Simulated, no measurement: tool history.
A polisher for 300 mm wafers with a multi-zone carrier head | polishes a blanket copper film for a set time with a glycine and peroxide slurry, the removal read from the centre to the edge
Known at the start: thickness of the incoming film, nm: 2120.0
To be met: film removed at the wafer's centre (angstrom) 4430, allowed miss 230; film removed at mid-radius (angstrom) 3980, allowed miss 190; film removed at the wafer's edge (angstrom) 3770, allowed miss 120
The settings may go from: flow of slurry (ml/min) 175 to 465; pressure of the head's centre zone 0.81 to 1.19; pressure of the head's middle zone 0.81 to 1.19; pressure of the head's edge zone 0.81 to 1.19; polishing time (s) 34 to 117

run,hour,flow of slurry (ml/min),pressure of the head's centre zone,pressure of the head's middle zone,pressure of the head's edge zone,polishing time (s),film removed at the wafer's centre (angstrom),film removed at mid-radius (angstrom),film removed at the wafer's edge (angstrom)
1,0,295,1,1,1,75,2830.2,2852,2942.5
2,3.8,225,1,1,1,75,2856.1,2745.6,2899.8
3,8.7,225,1.02,1.02,1,78,2990.6,2917.3,2981.1
4,9.5,225,1.02,1.02,1.05,78,2966.8,2930.4,2985.2
5,13.4,225,1.04,1.03,1.05,81,3082.9,3079.9,3154.6
6,18.5,220,1.06,1.04,1.02,84,3332.2,3247.9,3211.9
7,25.7,220,1.08,1.04,1.02,86,3380.2,3248,3297.8
8,33.7,215,1.1,1.05,1,88,3617.4,3387.2,3341.5
9,41.3,215,1.11,1.05,1,90,3827.5,3415.3,3438.7
10,43.3,220,1.12,1.06,1,91,3870.1,3521.2,3546.1
11,49.5,225,1.13,1.07,0.99,92,3893,3551.1,3493.9
12,50.7,225,1.14,1.08,0.99,93,3914.8,3641.9,3527.1
13,56.7,225,1.15,1.08,0.98,94,3971.2,3681.6,3584.7
14,59,220,1.16,1.08,0.97,95,4151.8,3675.9,3573.1
15,65.5,220,1.16,1.08,0.97,96,4206.8,3773.3,3673.3

Which of these 5 next moves meets every target?
A,72,190,1.19,1.15,0.91,98,?,?,?
B,72,210,1.19,1.12,0.82,99,?,?,?
C,72,215,1.19,1.1,0.99,100,?,?,?
D,72,175,1.19,1.12,0.84,101,?,?,?
E,72,290,1.13,1,1.03,92,?,?,?

move,film removed at the wafer's centre (angstrom),film removed at mid-radius (angstrom),film removed at the wafer's edge (angstrom)
A,4227.1,4047.2,3537.3
B,4301.9,4024.4,3428.6
C,4352.5,4008.1,3781.8
D,4328.1,4054.7,3502.5
E,3903,3468.8,3604.7
A: brings the result that was furthest off to its target, and leaves another outside
B: brings the result that was furthest off to its target, and leaves another outside
C: meets every target
D: brings the result that was furthest off to its target, and leaves another outside
E: further off than the last run
Answer: C
